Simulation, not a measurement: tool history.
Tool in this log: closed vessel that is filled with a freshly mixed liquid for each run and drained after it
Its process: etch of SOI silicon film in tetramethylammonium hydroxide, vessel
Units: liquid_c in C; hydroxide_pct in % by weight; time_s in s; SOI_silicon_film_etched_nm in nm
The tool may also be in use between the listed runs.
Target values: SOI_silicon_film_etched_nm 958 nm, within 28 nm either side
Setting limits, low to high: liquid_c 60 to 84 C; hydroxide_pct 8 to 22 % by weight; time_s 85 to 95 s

run	hour	liquid_c	hydroxide_pct	time_s	SOI_silicon_film_etched_nm
1	0	73	15	85	577.8
2	2.1	73	15	85	579.23
3	7	74	15	85	609.95
4	15	69	15	85	451.14
5	17.5	69	14	85	475.1
6	23.7	70.5	14	85	523.03
7	27.7	71.5	14	85	559.19
8	31	72.5	14	85	581.79
9	39	73.5	14	85	617.46
10	39.8	74.5	14	85	661.25
11	47	75	14	85	678.91
12	55.2	75.5	14	85	695.83
13	62.8	82	14	85	1005

Exactly one of the 5 candidate moves below puts every result within its allowed miss. Which one?
A	70.4	82	15	90	?
B	70.4	82.5	14	85	?
C	70.4	82	15	95	?
D	70.4	80.5	18	90	?
E	70.4	81.5	14.5	85	?

move	SOI_silicon_film_etched_nm
A	1007.2
B	1014.5
C	1063.2
D	868.8
E	942.94
A: about the same distance from the targets as the last run
B: lands further from the targets than the last run did
C: lands further from the targets than the last run did
D: pushes the last run's worst result past its target
E: all results in spec
Correct choice: E, which meets every target
